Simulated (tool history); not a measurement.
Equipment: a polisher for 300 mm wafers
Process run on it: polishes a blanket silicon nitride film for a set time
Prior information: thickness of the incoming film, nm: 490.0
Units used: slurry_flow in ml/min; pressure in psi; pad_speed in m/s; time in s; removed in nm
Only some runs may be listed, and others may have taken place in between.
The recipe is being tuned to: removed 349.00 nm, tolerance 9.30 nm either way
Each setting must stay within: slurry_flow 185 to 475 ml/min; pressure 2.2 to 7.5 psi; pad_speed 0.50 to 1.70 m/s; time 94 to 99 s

| run | hour | slurry_flow | pressure | pad_speed | time | removed |
|---|---|---|---|---|---|---|
| 1 | 0.0 | 305 | 4.8 | 1.10 | 94 | 234.48 |
| 2 | 8.1 | 305 | 4.0 | 1.10 | 94 | 211.86 |
| 3 | 16.8 | 340 | 4.0 | 1.10 | 94 | 213.47 |
| 4 | 23.7 | 340 | 4.6 | 1.10 | 94 | 232.00 |
| 5 | 31.0 | 340 | 5.2 | 1.10 | 94 | 250.17 |
| 6 | 39.8 | 340 | 5.6 | 1.10 | 94 | 266.71 |
| 7 | 47.9 | 340 | 5.9 | 1.10 | 94 | 280.96 |
| 8 | 55.1 | 340 | 6.2 | 1.10 | 94 | 285.53 |
| 9 | 57.6 | 340 | 6.4 | 1.10 | 94 | 289.96 |
| 10 | 66.6 | 345 | 7.5 | 1.10 | 94 | 333.02 |
| 11 | 69.0 | 345 | 7.5 | 1.12 | 94 | 334.80 |

4 candidate next runs follow, results not yet known. Just one meets every target within its allowed miss. Identify it.
| A | 71.4 | 370 | 7.5 | 1.06 | 95 | ? |
| B | 71.4 | 305 | 5.8 | 1.32 | 99 | ? |
| C | 71.4 | 320 | 6.9 | 1.14 | 97 | ? |
| D | 71.4 | 240 | 6.6 | 1.28 | 99 | ? |

| move | removed |
|---|---|
| A | 330.51 |
| B | 332.18 |
| C | 331.23 |
| D | 347.36 |
A: its largest miss is bigger than the last run's
B: its largest miss is bigger than the last run's
C: its largest miss is bigger than the last run's
D: every result lands within tolerance
Correct choice: D, which meets every target
